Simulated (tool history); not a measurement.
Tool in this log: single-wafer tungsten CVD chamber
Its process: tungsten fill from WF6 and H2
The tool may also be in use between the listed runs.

run  hour  heater temperature setpoint (deg C)  chamber pressure (mTorr)  deposition time (s)  mean film thickness on the monitor wafer (angstrom)
  1   0.0                                  385                     30000                 30.9                                               701.99
  2   8.2                                  385                     30000                 31.9                                               724.33
  3  17.1                                  380                     30000                 31.9                                               664.17
  4  18.7                                  380                     27500                 31.9                                               634.95
  5  20.5                                  380                     30900                 31.9                                               671.18
  6  21.4                                  385                     30900                 31.9                                               732.94
  7  27.8                                  389                     31100                 31.9                                               789.12
  8  30.9                                  392                     31200                 31.9                                               838.28
  9  36.5                                  393                     31300                 31.9                                               845.28

Predict the results of run 10:
 10  44.1                                  394                     31400                 31.9                                                    ?

Run 10 produced mean film thickness on the monitor wafer (angstrom) 868.81.
